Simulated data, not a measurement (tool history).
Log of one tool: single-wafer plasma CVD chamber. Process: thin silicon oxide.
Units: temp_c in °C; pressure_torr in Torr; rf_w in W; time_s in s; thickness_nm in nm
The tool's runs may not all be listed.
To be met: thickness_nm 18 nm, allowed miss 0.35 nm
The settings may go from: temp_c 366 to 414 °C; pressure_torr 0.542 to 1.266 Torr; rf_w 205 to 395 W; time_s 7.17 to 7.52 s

| run | hour | temp_c | pressure_torr | rf_w | time_s | thickness_nm |
|---|---|---|---|---|---|---|
| 1 | 0 | 390 | 0.904 | 300 | 7.52 | 15.283 |
| 2 | 6.5 | 399 | 0.904 | 300 | 7.52 | 15.092 |
| 3 | 8.1 | 395 | 0.904 | 300 | 7.52 | 15.283 |
| 4 | 15 | 395 | 0.798 | 300 | 7.52 | 14.162 |
| 5 | 21.7 | 395 | 0.733 | 300 | 7.52 | 13.478 |
| 6 | 28 | 395 | 0.593 | 300 | 7.52 | 11.58 |
| 7 | 36.4 | 395 | 0.669 | 300 | 7.52 | 12.569 |
| 8 | 42.7 | 395 | 0.736 | 300 | 7.52 | 13.381 |
| 9 | 50.7 | 395 | 0.917 | 310 | 7.52 | 15.631 |

5 next moves are on the table. One of them brings every result within its allowed miss. Which?
| A | 58.7 | 414 | 0.773 | 330 | 7.39 | ? |
| B | 58.7 | 375 | 1.02 | 370 | 7.52 | ? |
| C | 58.7 | 396 | 0.849 | 290 | 7.17 | ? |
| D | 58.7 | 390 | 0.784 | 310 | 7.17 | ? |
| E | 58.7 | 395 | 0.749 | 290 | 7.17 | ? |

| move | thickness_nm |
|---|---|
| A | 14.069 |
| B | 18.108 |
| C | 13.93 |
| D | 13.69 |
| E | 12.911 |
A: further off than the last run
B: meets every target
C: further off than the last run
D: further off than the last run
E: further off than the last run
Answer: B
